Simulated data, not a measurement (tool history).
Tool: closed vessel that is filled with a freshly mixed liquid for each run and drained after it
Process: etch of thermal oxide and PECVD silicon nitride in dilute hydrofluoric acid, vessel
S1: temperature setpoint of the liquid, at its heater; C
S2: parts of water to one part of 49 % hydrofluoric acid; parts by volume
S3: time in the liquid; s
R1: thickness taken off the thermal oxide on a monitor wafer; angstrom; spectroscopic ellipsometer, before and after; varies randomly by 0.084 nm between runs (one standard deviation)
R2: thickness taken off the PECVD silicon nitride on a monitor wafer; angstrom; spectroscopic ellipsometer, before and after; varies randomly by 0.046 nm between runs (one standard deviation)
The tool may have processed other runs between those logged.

run 1 hour=0.0 | S1=23.0 S2=210 S3=685 | R1=130.01 R2=98.363
run 2 hour=8.6 | S1=23.0 S2=225 S3=700 | R1=125.12 R2=94.242
run 3 hour=13.6 | S1=23.0 S2=225 S3=930 | R1=164.63 R2=124.150
run 4 hour=21.2 | S1=23.0 S2=255 S3=955 | R1=146.28 R2=113.170
run 5 hour=25.1 | S1=19.5 S2=255 S3=955 | R1=128.86 R2=90.556
run 6 hour=30.3 | S1=19.5 S2=220 S3=955 | R1=152.64 R2=104.720
run 7 hour=33.4 | S1=23.0 S2=305 S3=1050 | R1=125.59 R2=104.590

Run 8 is up next; what results do you expect?
run 8 hour=36.6 | S1=22.5 S2=315 S3=1060 | R1=? R2=?

For run 8 the tool returned R1 122.73 angstrom, R2 99.284 angstrom.
